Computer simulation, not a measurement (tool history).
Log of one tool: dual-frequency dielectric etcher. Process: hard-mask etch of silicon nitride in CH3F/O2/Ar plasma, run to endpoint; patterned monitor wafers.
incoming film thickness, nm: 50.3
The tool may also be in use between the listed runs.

run	day	source power (W)	bias power (W)	endpoint time (s)
1	0	420	83	71.824
2	0.329	440	84	70.584
3	0.567	450	85	69.756
4	0.838	460	86	68.723
5	1.142	470	86	68.19
6	1.204	480	86	67.466
7	1.538	490	86	66.887

Forecast run 8:
8	1.771	500	86	?

{"run 8": {"endpoint time (s)": 66.509}}

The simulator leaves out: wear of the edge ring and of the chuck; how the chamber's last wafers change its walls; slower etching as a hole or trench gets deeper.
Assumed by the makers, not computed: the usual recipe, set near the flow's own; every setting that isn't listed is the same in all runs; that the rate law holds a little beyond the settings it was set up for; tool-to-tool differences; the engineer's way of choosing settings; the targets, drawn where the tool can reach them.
